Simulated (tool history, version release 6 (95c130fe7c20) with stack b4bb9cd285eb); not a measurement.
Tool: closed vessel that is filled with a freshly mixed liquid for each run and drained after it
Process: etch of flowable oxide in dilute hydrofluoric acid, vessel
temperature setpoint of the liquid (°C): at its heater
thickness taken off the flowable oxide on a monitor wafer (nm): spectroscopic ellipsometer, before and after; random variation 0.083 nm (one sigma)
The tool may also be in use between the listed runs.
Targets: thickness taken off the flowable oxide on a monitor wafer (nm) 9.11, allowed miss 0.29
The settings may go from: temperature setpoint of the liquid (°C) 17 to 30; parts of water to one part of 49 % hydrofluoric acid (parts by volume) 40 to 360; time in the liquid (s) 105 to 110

run	hour	temperature setpoint of the liquid (°C)	parts of water to one part of 49 % hydrofluoric acid (parts by volume)	time in the liquid (s)	thickness taken off the flowable oxide on a monitor wafer (nm)
1	0	22	200	105	15.534
2	1.4	22	150	105	22.239
3	6.9	22	150	110	22.917
4	11	25	150	110	25.786
5	12.2	25	150	110	25.437
6	16.4	25	150	110	25.76
7	19.6	23.5	185	110	19.385
8	23.3	22	210	110	15.589
9	31	21	225	110	13.847
10	32.4	20	235	110	12.488
11	33.7	19.5	245	110	11.735
12	37.7	19	255	110	11.106
13	42.1	18.5	260	110	10.442
14	46.7	18	265	110	10.008
15	55.3	18	265	110	10.051
16	62.7	18	270	110	9.679

Which of these 4 next moves meets every target?
A	70.1	17	265	105	?
B	70.1	18	255	110	?
C	70.1	18	300	110	?
D	70.1	19.5	305	105	?

move	thickness taken off the flowable oxide on a monitor wafer (nm)
A	8.9815
B	10.25
C	8.3781
D	8.2794
A: meets every target
B: further off than the last run
C: takes the result that was furthest off past its target
D: takes the result that was furthest off past its target
The right move is A.
